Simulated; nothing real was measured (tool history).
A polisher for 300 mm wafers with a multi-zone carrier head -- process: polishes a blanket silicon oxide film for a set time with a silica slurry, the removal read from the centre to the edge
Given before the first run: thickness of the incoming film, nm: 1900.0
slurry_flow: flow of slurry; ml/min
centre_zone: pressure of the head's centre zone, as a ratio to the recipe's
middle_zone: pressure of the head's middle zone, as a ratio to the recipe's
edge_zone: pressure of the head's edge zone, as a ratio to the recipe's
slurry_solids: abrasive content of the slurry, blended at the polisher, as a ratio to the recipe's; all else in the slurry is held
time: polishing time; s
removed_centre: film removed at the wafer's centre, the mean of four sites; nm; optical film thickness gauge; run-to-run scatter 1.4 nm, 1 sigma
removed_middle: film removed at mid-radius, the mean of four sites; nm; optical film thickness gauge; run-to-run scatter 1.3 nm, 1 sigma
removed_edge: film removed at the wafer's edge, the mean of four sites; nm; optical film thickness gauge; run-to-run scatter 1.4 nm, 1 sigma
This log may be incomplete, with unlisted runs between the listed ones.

| run | day | slurry_flow | centre_zone | middle_zone | edge_zone | slurry_solids | time | removed_centre | removed_middle | removed_edge |
|---|---|---|---|---|---|---|---|---|---|---|
| 1 | 0 | 190 | 1 | 1 | 1 | 1 | 36 | 146.32 | 151.9 | 158.68 |
| 2 | 0.312 | 210 | 1 | 1 | 1 | 1 | 36 | 146.76 | 153.27 | 157.18 |
| 3 | 0.625 | 175 | 1 | 1 | 1 | 1 | 36 | 144.24 | 147.05 | 153.8 |
| 4 | 0.808 | 175 | 1 | 1 | 1 | 0.85 | 36 | 137.96 | 140.11 | 143.5 |
| 5 | 1.15 | 175 | 1 | 1.08 | 1 | 0.85 | 36 | 139.33 | 151.46 | 146.63 |
| 6 | 1.233 | 175 | 1.03 | 1.08 | 1 | 0.85 | 36 | 144.28 | 153.21 | 147.26 |
| 7 | 1.488 | 175 | 1.03 | 1.08 | 1 | 0.85 | 36 | 142.78 | 149.15 | 149.21 |
| 8 | 1.8 | 175 | 1 | 1.04 | 0.94 | 0.75 | 36 | 131.61 | 143.61 | 136.15 |

Run 9 has not been measured yet. What should we expect?
| 9 | 1.912 | 170 | 1.01 | 1.02 | 0.9 | 0.65 | 36 | ? | ? | ? |

Run 9 yielded removed_centre 129.27 nm, removed_middle 134.98 nm, removed_edge 127.85 nm.
